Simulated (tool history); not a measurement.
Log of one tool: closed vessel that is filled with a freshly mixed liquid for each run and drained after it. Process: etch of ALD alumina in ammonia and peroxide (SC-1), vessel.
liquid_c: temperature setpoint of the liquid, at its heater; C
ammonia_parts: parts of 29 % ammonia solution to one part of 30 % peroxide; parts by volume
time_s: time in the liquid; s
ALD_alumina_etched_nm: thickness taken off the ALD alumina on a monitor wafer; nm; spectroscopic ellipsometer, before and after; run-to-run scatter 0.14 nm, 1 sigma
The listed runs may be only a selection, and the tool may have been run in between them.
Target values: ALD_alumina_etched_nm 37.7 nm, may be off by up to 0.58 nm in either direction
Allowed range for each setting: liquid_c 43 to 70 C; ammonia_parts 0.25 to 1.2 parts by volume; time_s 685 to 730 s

| run | hour | liquid_c | ammonia_parts | time_s | ALD_alumina_etched_nm |
|---|---|---|---|---|---|
| 1 | 0 | 59 | 0.95 | 685 | 51.983 |
| 2 | 3.5 | 65 | 0.95 | 685 | 70.483 |
| 3 | 9.1 | 61.5 | 0.95 | 685 | 59.05 |
| 4 | 15.9 | 61.5 | 0.7 | 685 | 57.765 |
| 5 | 18.8 | 61.5 | 0.85 | 685 | 58.518 |
| 6 | 27.4 | 59 | 0.85 | 685 | 51.718 |
| 7 | 31.2 | 57.5 | 0.85 | 685 | 47.969 |
| 8 | 39.9 | 52 | 0.85 | 685 | 35.559 |
| 9 | 42 | 52.5 | 0.85 | 685 | 36.612 |

Of the 5 settings listed for the next run, only one would bring every result within its allowed miss of target. Which one?
| A | 44.1 | 50 | 1.05 | 720 | ? |
| B | 44.1 | 53.5 | 0.85 | 705 | ? |
| C | 44.1 | 53 | 0.8 | 720 | ? |
| D | 44.1 | 53.5 | 0.7 | 695 | ? |
| E | 44.1 | 53 | 0.9 | 685 | ? |

| move | ALD_alumina_etched_nm |
|---|---|
| A | 34.21 |
| B | 39.704 |
| C | 39.247 |
| D | 38.426 |
| E | 37.759 |
A: further off than the last run
B: takes the result that was furthest off past its target
C: takes the result that was furthest off past its target
D: takes the result that was furthest off past its target
E: all results land within tolerance of their targets
The right move is E.
